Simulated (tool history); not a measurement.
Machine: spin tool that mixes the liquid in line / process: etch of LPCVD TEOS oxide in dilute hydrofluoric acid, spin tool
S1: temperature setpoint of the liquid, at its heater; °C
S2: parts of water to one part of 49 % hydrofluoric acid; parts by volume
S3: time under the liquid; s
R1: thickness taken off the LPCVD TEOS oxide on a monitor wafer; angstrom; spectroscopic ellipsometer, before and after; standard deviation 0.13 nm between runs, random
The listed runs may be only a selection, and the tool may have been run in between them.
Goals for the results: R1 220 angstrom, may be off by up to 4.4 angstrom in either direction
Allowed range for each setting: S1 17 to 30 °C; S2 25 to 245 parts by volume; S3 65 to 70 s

Run 1, hour 0: S1 22 °C, S2 135 parts by volume, S3 65 s. Result: R1 176.94 angstrom.
Run 2, hour 4.4: S1 22 °C, S2 90 parts by volume, S3 65 s. Result: R1 279.79 angstrom.
Run 3, hour 7: S1 22 °C, S2 45 parts by volume, S3 65 s. Result: R1 593.59 angstrom.
Run 4, hour 13.1: S1 19 °C, S2 45 parts by volume, S3 65 s. Result: R1 524.08 angstrom.
Run 5, hour 15.9: S1 19 °C, S2 25 parts by volume, S3 65 s. Result: R1 959.14 angstrom.
Run 6, hour 24.9: S1 21.5 °C, S2 45 parts by volume, S3 65 s. Result: R1 574.32 angstrom.
Run 7, hour 32.4: S1 23.5 °C, S2 60 parts by volume, S3 65 s. Result: R1 458.86 angstrom.
Run 8, hour 38.5: S1 24.5 °C, S2 75 parts by volume, S3 65 s. Result: R1 374.6 angstrom.

Consider the 4 candidate settings below. Which is the only one whose results all fall within their allowed miss of target?
Run A, hour 44.6: S1 22 °C, S2 115 parts by volume, S3 65 s. Result: R1 ?.
Run B, hour 44.6: S1 18 °C, S2 100 parts by volume, S3 65 s. Result: R1 ?.
Run C, hour 44.6: S1 27.5 °C, S2 140 parts by volume, S3 65 s. Result: R1 ?.
Run D, hour 44.6: S1 21.5 °C, S2 110 parts by volume, S3 65 s. Result: R1 ?.

move      R1
   A  213.27
   B  211.75
   C  210.17
   D  219.79
A: the result that was furthest off in the last run now lies on the other side of its target
B: the result that was furthest off in the last run now lies on the other side of its target
C: the result that was furthest off in the last run now lies on the other side of its target
D: every result lands within tolerance
Move D is the one to make.

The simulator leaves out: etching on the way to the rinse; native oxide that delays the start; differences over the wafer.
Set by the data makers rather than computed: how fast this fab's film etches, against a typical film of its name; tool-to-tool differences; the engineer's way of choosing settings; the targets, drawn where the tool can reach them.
